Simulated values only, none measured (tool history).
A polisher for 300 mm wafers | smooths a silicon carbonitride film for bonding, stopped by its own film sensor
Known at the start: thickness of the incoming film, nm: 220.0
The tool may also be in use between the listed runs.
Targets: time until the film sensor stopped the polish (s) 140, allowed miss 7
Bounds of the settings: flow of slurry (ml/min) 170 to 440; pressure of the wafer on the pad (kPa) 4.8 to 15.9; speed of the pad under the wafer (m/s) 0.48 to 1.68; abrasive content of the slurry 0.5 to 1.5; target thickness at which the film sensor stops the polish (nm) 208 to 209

run,day,flow of slurry (ml/min),pressure of the wafer on the pad (kPa),speed of the pad under the wafer (m/s),abrasive content of the slurry,target thickness at which the film sensor stops the polish (nm),time until the film sensor stopped the polish (s)
1,0,280,10.3,1.08,1,208,78.883
2,0.225,280,10.3,1.22,1,208,71.296
3,0.412,280,9.7,1.2,1,208,76.643
4,0.758,280,9.7,0.98,1,208,89.137
5,1.054,280,9,0.98,1,208,95.838
6,1.146,280,9,0.98,1.1,208,91.45
7,1.342,280,9,0.98,1.1,208,92.039
8,1.533,280,8.3,0.98,1.1,208,99.627
9,1.775,280,6.2,0.96,1.1,208,123.91

4 next moves are on the table. One of them brings every result within its allowed miss. Which?
A,2.017,270,4.8,1.06,1.15,209,?
B,2.017,275,6.2,0.88,1.2,209,?
C,2.017,300,6.9,0.96,1.1,209,?
D,2.017,275,6.2,0.84,1.1,208,?

move,time until the film sensor stopped the polish (s)
A,124.4
B,119.41
C,105.25
D,138.92
A: as far off as the last run
B: further off than the last run
C: further off than the last run
D: meets every target
Answer: D
